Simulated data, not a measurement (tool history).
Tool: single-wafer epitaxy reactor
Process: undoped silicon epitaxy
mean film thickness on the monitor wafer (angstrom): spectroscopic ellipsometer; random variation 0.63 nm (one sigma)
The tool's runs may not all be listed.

run	day	wafer temperature setpoint (pyrometer-controlled) (°C)	deposition time (s)	mean film thickness on the monitor wafer (angstrom)
1	0.000	660	432	1003.90
2	0.133	651	432	842.74
3	0.450	655	433	925.62
4	0.704	655	456	963.38
5	0.917	649	456	861.50
6	1.242	644	456	775.68

The next listed run, before its measurement:
7	1.429	649	457	?

Run 7 gave mean film thickness on the monitor wafer (angstrom) 871.93.
